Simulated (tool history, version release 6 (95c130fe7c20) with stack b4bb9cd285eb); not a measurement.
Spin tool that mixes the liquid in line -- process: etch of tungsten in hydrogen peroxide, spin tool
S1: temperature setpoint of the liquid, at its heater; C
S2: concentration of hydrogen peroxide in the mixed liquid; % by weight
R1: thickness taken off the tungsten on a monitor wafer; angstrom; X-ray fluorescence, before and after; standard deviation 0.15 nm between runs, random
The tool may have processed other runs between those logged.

run 1 hour=0 | S1=50 S2=20.5 time_under_the_liquid_(s)=45 | R1=373.41
run 2 hour=2.5 | S1=50 S2=22 time_under_the_liquid_(s)=45 | R1=392.3
run 3 hour=5.6 | S1=50 S2=24.5 time_under_the_liquid_(s)=45 | R1=416.26
run 4 hour=11.4 | S1=50 S2=24.5 time_under_the_liquid_(s)=50 | R1=459.05
run 5 hour=18.7 | S1=48.5 S2=24.5 time_under_the_liquid_(s)=50 | R1=421.7
run 6 hour=22.3 | S1=48.5 S2=24.5 time_under_the_liquid_(s)=45 | R1=376.98
run 7 hour=28.1 | S1=47.5 S2=24.5 time_under_the_liquid_(s)=45 | R1=359.33
run 8 hour=34.5 | S1=46.5 S2=24.5 time_under_the_liquid_(s)=45 | R1=332.81
run 9 hour=41.7 | S1=46.5 S2=24.5 time_under_the_liquid_(s)=45 | R1=333.91
run 10 hour=43.4 | S1=45.5 S2=24.5 time_under_the_liquid_(s)=45 | R1=311.95
run 11 hour=46.3 | S1=44.5 S2=24.5 time_under_the_liquid_(s)=45 | R1=294.53
run 12 hour=52.7 | S1=44 S2=24.5 time_under_the_liquid_(s)=45 | R1=287.23
run 13 hour=60.5 | S1=43.5 S2=24.5 time_under_the_liquid_(s)=45 | R1=274.14

Run 14 has not been measured yet. What should we expect?
run 14 hour=61.6 | S1=43 S2=24.5 time_under_the_liquid_(s)=45 | R1=?

R1: 268.48 angstrom

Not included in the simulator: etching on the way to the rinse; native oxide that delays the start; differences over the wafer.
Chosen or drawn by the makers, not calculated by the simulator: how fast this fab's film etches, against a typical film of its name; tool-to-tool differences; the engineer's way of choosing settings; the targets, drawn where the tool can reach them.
